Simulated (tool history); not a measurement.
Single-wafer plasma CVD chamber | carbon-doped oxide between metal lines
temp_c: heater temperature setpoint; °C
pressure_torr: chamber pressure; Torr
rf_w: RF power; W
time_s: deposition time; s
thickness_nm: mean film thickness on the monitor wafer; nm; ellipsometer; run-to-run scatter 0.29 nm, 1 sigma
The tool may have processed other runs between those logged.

run 1 day=0 | temp_c=375 pressure_torr=3.75 rf_w=565 time_s=11.8 | thickness_nm=51.965
run 2 day=0.204 | temp_c=374 pressure_torr=3.86 rf_w=580 time_s=11.81 | thickness_nm=53.316
run 3 day=0.288 | temp_c=374 pressure_torr=3.86 rf_w=535 time_s=11.81 | thickness_nm=50.234
run 4 day=0.512 | temp_c=374 pressure_torr=3.86 rf_w=535 time_s=11.8 | thickness_nm=50.001
run 5 day=0.833 | temp_c=374 pressure_torr=3.92 rf_w=555 time_s=11.82 | thickness_nm=51.526
run 6 day=1.083 | temp_c=374 pressure_torr=3.92 rf_w=585 time_s=11.82 | thickness_nm=53.79
run 7 day=1.329 | temp_c=373 pressure_torr=4 rf_w=595 time_s=11.83 | thickness_nm=54.739
run 8 day=1.638 | temp_c=372 pressure_torr=4.06 rf_w=600 time_s=11.83 | thickness_nm=55.353
run 9 day=1.838 | temp_c=371 pressure_torr=4.13 rf_w=605 time_s=11.83 | thickness_nm=55.592

What will run 10 give?
run 10 day=2.175 | temp_c=371 pressure_torr=4.14 rf_w=610 time_s=11.84 | thickness_nm=?

thickness_nm: 56.373 nm
